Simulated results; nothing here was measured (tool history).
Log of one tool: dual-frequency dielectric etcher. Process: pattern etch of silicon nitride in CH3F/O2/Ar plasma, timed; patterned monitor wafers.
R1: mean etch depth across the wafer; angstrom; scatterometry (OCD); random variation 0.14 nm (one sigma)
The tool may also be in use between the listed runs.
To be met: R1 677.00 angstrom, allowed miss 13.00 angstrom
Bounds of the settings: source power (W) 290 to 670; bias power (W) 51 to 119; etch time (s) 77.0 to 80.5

Run 1, hour 0.0: source power (W) 480, bias power (W) 85, etch time (s) 77.0. Result: R1 581.85 angstrom.
Run 2, hour 0.8: source power (W) 480, bias power (W) 85, etch time (s) 77.0. Result: R1 579.35 angstrom.
Run 3, hour 9.6: source power (W) 500, bias power (W) 86, etch time (s) 77.0. Result: R1 589.46 angstrom.
Run 4, hour 15.1: source power (W) 510, bias power (W) 87, etch time (s) 77.0. Result: R1 595.66 angstrom.
Run 5, hour 17.4: source power (W) 520, bias power (W) 88, etch time (s) 77.0. Result: R1 602.19 angstrom.
Run 6, hour 21.7: source power (W) 530, bias power (W) 89, etch time (s) 77.0. Result: R1 608.76 angstrom.
Run 7, hour 22.9: source power (W) 540, bias power (W) 90, etch time (s) 77.0. Result: R1 612.82 angstrom.
Run 8, hour 23.8: source power (W) 550, bias power (W) 91, etch time (s) 77.0. Result: R1 618.41 angstrom.
Run 9, hour 30.9: source power (W) 560, bias power (W) 92, etch time (s) 77.0. Result: R1 624.72 angstrom.
Run 10, hour 35.3: source power (W) 570, bias power (W) 93, etch time (s) 77.0. Result: R1 629.97 angstrom.
Run 11, hour 41.6: source power (W) 580, bias power (W) 94, etch time (s) 77.0. Result: R1 635.34 angstrom.
Run 12, hour 46.3: source power (W) 590, bias power (W) 95, etch time (s) 77.0. Result: R1 641.71 angstrom.

Which of these 4 next moves meets every target?
Run A, hour 51.0: source power (W) 600, bias power (W) 92, etch time (s) 78.0. Result: R1 ?.
Run B, hour 51.0: source power (W) 550, bias power (W) 107, etch time (s) 77.0. Result: R1 ?.
Run C, hour 51.0: source power (W) 640, bias power (W) 90, etch time (s) 80.5. Result: R1 ?.
Run D, hour 51.0: source power (W) 600, bias power (W) 66, etch time (s) 80.5. Result: R1 ?.

move      R1
   A  644.29
   B  651.24
   C  673.76
   D  599.35
A: nearer than the last run, and not there yet
B: nearer than the last run, and not there yet
C: meets every target
D: further off than the last run
Move C is the one to make.

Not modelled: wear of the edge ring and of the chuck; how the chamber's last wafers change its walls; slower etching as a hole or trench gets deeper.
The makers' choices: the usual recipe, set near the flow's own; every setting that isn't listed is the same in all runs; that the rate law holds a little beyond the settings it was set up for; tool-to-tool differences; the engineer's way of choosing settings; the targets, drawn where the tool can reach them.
